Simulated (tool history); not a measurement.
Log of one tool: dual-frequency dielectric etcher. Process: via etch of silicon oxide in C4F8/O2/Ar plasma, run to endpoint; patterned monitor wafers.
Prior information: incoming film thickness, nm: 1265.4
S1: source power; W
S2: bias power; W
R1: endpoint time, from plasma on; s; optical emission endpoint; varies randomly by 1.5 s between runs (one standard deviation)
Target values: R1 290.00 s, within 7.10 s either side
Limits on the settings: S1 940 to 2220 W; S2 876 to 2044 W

run  hour    S1    S2      R1
  1   0.0  1580  1460  327.38
  2   7.7  1640  1478  318.04
  3  15.9  1460  1478  331.61
  4  22.5  1530  1504  328.06
  5  30.7  1590  1525  322.75
  6  34.2  1650  1548  311.79
  7  37.9  1680  1555  312.40
  8  40.2  1720  1567  312.33
  9  42.8  1770  1587  304.49

Which of these 4 next moves meets every target?
  A  45.4  1680  1997   ?
  B  45.4  1450  1883   ?
  C  45.4  1750  1399   ?
  D  45.4  1680  1621   ?

move      R1
   A  288.39
   B  311.78
   C  314.25
   D  306.60
A: every result lands within tolerance
B: further off than the last run
C: further off than the last run
D: further off than the last run
A is the move that brings every result within its allowed miss.
